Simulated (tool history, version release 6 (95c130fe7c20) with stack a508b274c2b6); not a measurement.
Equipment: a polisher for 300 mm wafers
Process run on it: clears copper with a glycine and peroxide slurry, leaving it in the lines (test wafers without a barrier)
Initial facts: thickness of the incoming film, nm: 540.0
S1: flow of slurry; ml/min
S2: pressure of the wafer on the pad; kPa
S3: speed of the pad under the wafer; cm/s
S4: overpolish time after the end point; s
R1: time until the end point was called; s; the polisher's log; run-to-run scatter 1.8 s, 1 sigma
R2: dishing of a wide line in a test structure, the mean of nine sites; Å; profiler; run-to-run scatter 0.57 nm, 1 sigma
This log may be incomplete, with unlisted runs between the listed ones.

Run 1, hour 0: S1 285 ml/min, S2 15.2 kPa, S3 100 cm/s, S4 21 s. Result: R1 130.66 s, R2 472.67 Å.
Run 2, hour 4.3: S1 285 ml/min, S2 15.2 kPa, S3 100 cm/s, S4 16 s. Result: R1 124.79 s, R2 391.18 Å.
Run 3, hour 6.1: S1 285 ml/min, S2 15.2 kPa, S3 116 cm/s, S4 16 s. Result: R1 116.94 s, R2 416.41 Å.
Run 4, hour 12.3: S1 285 ml/min, S2 15.2 kPa, S3 116 cm/s, S4 9 s. Result: R1 111.33 s, R2 275.45 Å.
Run 5, hour 14.2: S1 285 ml/min, S2 15.2 kPa, S3 92 cm/s, S4 9 s. Result: R1 139.08 s, R2 238.61 Å.
Run 6, hour 15.6: S1 285 ml/min, S2 15.2 kPa, S3 112 cm/s, S4 9 s. Result: R1 120.35 s, R2 268.27 Å.
Run 7, hour 23.7: S1 285 ml/min, S2 15.9 kPa, S3 114 cm/s, S4 11 s. Result: R1 113.1 s, R2 324.98 Å.
Run 8, hour 25: S1 285 ml/min, S2 17.2 kPa, S3 114 cm/s, S4 12 s. Result: R1 109.32 s, R2 368.86 Å.
Run 9, hour 32.7: S1 285 ml/min, S2 18.6 kPa, S3 116 cm/s, S4 12 s. Result: R1 96.868 s, R2 391.33 Å.

Run 10 comes next. What will it give?
Run 10, hour 34.3: S1 285 ml/min, S2 19.3 kPa, S3 116 cm/s, S4 18 s. Result: R1 ?, R2 ?.

{"run 10": {"R1": 94.525, "R2": 513.51}}
